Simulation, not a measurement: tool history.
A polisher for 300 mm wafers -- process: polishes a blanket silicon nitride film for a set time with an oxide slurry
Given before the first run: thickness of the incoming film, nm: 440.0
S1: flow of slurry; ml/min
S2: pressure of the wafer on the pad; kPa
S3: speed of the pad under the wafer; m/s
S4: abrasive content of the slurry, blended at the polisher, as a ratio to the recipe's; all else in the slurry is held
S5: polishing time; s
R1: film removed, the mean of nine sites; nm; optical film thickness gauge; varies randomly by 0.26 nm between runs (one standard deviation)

Run 1, hour 0: S1 175 ml/min, S2 33.8 kPa, S3 1.38 m/s, S4 1, S5 67 s. Result: R1 66.956 nm.
Run 2, hour 8.7: S1 170 ml/min, S2 31 kPa, S3 1.38 m/s, S4 1, S5 67 s. Result: R1 61.054 nm.
Run 3, hour 12.5: S1 165 ml/min, S2 29 kPa, S3 1.38 m/s, S4 1, S5 67 s. Result: R1 58.04 nm.
Run 4, hour 14.9: S1 165 ml/min, S2 26.9 kPa, S3 1.38 m/s, S4 1, S5 67 s. Result: R1 53.777 nm.
Run 5, hour 18.6: S1 165 ml/min, S2 25.5 kPa, S3 1.38 m/s, S4 1, S5 67 s. Result: R1 50.578 nm.
Run 6, hour 24.8: S1 165 ml/min, S2 24.8 kPa, S3 1.38 m/s, S4 1, S5 67 s. Result: R1 49.636 nm.
Run 7, hour 31.1: S1 165 ml/min, S2 24.1 kPa, S3 1.38 m/s, S4 1, S5 67 s. Result: R1 47.837 nm.

Run 8 is up next; what results do you expect?
Run 8, hour 38: S1 165 ml/min, S2 23.4 kPa, S3 1.38 m/s, S4 1, S5 67 s. Result: R1 ?.

R1: 46.379 nm
